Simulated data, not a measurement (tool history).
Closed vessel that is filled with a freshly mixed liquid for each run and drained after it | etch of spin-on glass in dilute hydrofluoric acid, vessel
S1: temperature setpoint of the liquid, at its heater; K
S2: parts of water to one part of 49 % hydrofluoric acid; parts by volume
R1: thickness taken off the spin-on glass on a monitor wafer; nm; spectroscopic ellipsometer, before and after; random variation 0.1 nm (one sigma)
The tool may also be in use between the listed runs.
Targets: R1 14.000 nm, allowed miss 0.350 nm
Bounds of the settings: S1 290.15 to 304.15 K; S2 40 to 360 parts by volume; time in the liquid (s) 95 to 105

Run 1, hour 0.0: S1 296.15 K, S2 200 parts by volume, time in the liquid (s) 95. Result: R1 17.470 nm.
Run 2, hour 7.7: S1 294.65 K, S2 200 parts by volume, time in the liquid (s) 95. Result: R1 16.750 nm.
Run 3, hour 8.5: S1 294.65 K, S2 200 parts by volume, time in the liquid (s) 95. Result: R1 16.464 nm.
Run 4, hour 15.2: S1 294.65 K, S2 155 parts by volume, time in the liquid (s) 95. Result: R1 22.400 nm.
Run 5, hour 19.0: S1 294.65 K, S2 155 parts by volume, time in the liquid (s) 95. Result: R1 22.299 nm.
Run 6, hour 25.7: S1 294.15 K, S2 160 parts by volume, time in the liquid (s) 95. Result: R1 20.883 nm.
Run 7, hour 32.2: S1 290.15 K, S2 205 parts by volume, time in the liquid (s) 95. Result: R1 13.341 nm.
Run 8, hour 34.3: S1 290.15 K, S2 205 parts by volume, time in the liquid (s) 95. Result: R1 13.206 nm.

4 next moves are on the table. One of them brings every result within its allowed miss. Which?
Run A, hour 36.4: S1 290.65 K, S2 210 parts by volume, time in the liquid (s) 95. Result: R1 ?.
Run B, hour 36.4: S1 291.15 K, S2 225 parts by volume, time in the liquid (s) 95. Result: R1 ?.
Run C, hour 36.4: S1 292.15 K, S2 210 parts by volume, time in the liquid (s) 95. Result: R1 ?.
Run D, hour 36.4: S1 290.15 K, S2 225 parts by volume, time in the liquid (s) 95. Result: R1 ?.

move      R1
   A  13.334
   B  12.531
   C  14.148
   D  12.045
A: nearer than the last run, and not there yet
B: further off than the last run
C: meets every target
D: further off than the last run
Move C is the one to make.
